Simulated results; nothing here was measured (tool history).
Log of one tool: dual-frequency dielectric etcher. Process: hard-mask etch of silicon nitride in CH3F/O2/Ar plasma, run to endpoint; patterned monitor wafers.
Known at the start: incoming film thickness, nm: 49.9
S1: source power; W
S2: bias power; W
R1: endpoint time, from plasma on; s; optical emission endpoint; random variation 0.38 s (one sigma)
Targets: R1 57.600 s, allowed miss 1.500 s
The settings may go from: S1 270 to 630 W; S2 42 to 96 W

run  hour   S1  S2      R1
  1   0.0  450  69  68.642
  2   7.8  480  72  65.043
  3  13.0  500  73  64.057
  4  16.0  520  74  62.094
  5  24.7  490  74  64.546
  6  31.1  510  75  63.167
  7  36.4  530  76  61.786
  8  37.9  530  76  61.825
  9  38.9  550  77  61.432
 10  45.2  560  79  59.638

5 next moves are on the table. One of them brings every result within its allowed miss. Which?
  A  51.5  530  79   ?
  B  51.5  600  80   ?
  C  51.5  550  75   ?
  D  51.5  570  70   ?
  E  51.5  630  94   ?

move      R1
   A  60.357
   B  57.353
   C  60.558
   D  61.107
   E  53.310
A: further off than the last run
B: meets every target
C: further off than the last run
D: further off than the last run
E: takes the result that was furthest off past its target
Move B is the one to make.
